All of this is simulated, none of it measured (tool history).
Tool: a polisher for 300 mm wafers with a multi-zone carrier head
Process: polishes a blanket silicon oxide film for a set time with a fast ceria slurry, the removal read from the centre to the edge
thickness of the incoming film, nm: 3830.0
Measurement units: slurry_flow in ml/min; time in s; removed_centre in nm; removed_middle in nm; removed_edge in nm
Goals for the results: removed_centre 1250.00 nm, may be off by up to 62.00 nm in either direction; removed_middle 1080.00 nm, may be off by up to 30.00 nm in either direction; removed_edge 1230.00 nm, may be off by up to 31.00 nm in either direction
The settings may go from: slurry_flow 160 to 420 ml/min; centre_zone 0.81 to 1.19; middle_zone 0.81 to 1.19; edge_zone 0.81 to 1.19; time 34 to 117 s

Run 1, hour 0.0: slurry_flow 270 ml/min, centre_zone 1.00, middle_zone 1.00, edge_zone 1.00, time 75 s. Result: removed_centre 845.00 nm, removed_middle 834.09 nm, removed_edge 842.43 nm.
Run 2, hour 1.1: slurry_flow 270 ml/min, centre_zone 1.04, middle_zone 1.00, edge_zone 1.00, time 75 s. Result: removed_centre 894.69 nm, removed_middle 828.00 nm, removed_edge 843.62 nm.
Run 3, hour 3.0: slurry_flow 275 ml/min, centre_zone 1.05, middle_zone 0.99, edge_zone 1.05, time 82 s. Result: removed_centre 961.96 nm, removed_middle 900.61 nm, removed_edge 936.25 nm.
Run 4, hour 5.4: slurry_flow 275 ml/min, centre_zone 1.05, middle_zone 0.99, edge_zone 1.05, time 100 s. Result: removed_centre 1177.50 nm, removed_middle 1108.20 nm, removed_edge 1146.20 nm.
Run 5, hour 14.3: slurry_flow 275 ml/min, centre_zone 1.05, middle_zone 1.03, edge_zone 1.05, time 100 s. Result: removed_centre 1205.90 nm, removed_middle 1144.90 nm, removed_edge 1161.30 nm.
Run 6, hour 18.3: slurry_flow 270 ml/min, centre_zone 1.07, middle_zone 1.00, edge_zone 1.09, time 101 s. Result: removed_centre 1215.20 nm, removed_middle 1131.50 nm, removed_edge 1181.50 nm.
Run 7, hour 24.7: slurry_flow 270 ml/min, centre_zone 1.08, middle_zone 0.97, edge_zone 1.11, time 102 s. Result: removed_centre 1243.20 nm, removed_middle 1103.90 nm, removed_edge 1181.30 nm.
Run 8, hour 31.5: slurry_flow 265 ml/min, centre_zone 1.06, middle_zone 0.92, edge_zone 1.19, time 105 s. Result: removed_centre 1256.10 nm, removed_middle 1099.20 nm, removed_edge 1253.90 nm.

4 candidate next runs follow, results not yet known. Just one meets every target within its allowed miss. Identify it.
Run A, hour 38.3: slurry_flow 265 ml/min, centre_zone 1.02, middle_zone 0.90, edge_zone 1.19, time 107 s. Result: removed_centre ?, removed_middle ?, removed_edge ?.
Run B, hour 38.3: slurry_flow 280 ml/min, centre_zone 1.09, middle_zone 1.00, edge_zone 1.13, time 103 s. Result: removed_centre ?, removed_middle ?, removed_edge ?.
Run C, hour 38.3: slurry_flow 290 ml/min, centre_zone 0.96, middle_zone 0.89, edge_zone 1.13, time 109 s. Result: removed_centre ?, removed_middle ?, removed_edge ?.
Run D, hour 38.3: slurry_flow 245 ml/min, centre_zone 1.05, middle_zone 0.91, edge_zone 1.13, time 106 s. Result: removed_centre ?, removed_middle ?, removed_edge ?.

move  removed_centre  removed_middle  removed_edge
   A         1231.20         1093.70       1295.40
   B         1277.20         1156.90       1222.90
   C         1193.50         1115.90       1299.90
   D         1242.10         1082.50       1244.40
A: the biggest miss grows against the last run
B: the furthest-off result lands on target, but another misses its tolerance
C: the biggest miss grows against the last run
D: every result within its allowed miss
The right move is D.
